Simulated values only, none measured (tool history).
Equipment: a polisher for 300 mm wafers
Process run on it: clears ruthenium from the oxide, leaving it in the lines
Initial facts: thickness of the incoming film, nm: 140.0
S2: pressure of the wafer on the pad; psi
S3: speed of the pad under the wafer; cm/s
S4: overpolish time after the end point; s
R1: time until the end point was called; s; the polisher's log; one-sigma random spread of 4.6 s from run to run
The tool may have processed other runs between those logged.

run 1 day=0.000 | flow_of_slurry_(ml/min)=205 S2=2.5 S3=80 S4=23 | R1=131.44
run 2 day=0.233 | flow_of_slurry_(ml/min)=205 S2=2.5 S3=98 S4=23 | R1=107.40
run 3 day=0.304 | flow_of_slurry_(ml/min)=190 S2=2.5 S3=98 S4=23 | R1=106.17
run 4 day=0.404 | flow_of_slurry_(ml/min)=190 S2=2.1 S3=90 S4=23 | R1=129.41
run 5 day=0.433 | flow_of_slurry_(ml/min)=190 S2=1.8 S3=78 S4=23 | R1=160.75
run 6 day=0.800 | flow_of_slurry_(ml/min)=190 S2=1.6 S3=70 S4=23 | R1=193.18
run 7 day=1.100 | flow_of_slurry_(ml/min)=190 S2=1.5 S3=66 S4=23 | R1=212.27

Expected results for the next run?
run 8 day=1.204 | flow_of_slurry_(ml/min)=190 S2=1.4 S3=64 S4=23 | R1=?

{"run 8": {"R1": 229.43}}

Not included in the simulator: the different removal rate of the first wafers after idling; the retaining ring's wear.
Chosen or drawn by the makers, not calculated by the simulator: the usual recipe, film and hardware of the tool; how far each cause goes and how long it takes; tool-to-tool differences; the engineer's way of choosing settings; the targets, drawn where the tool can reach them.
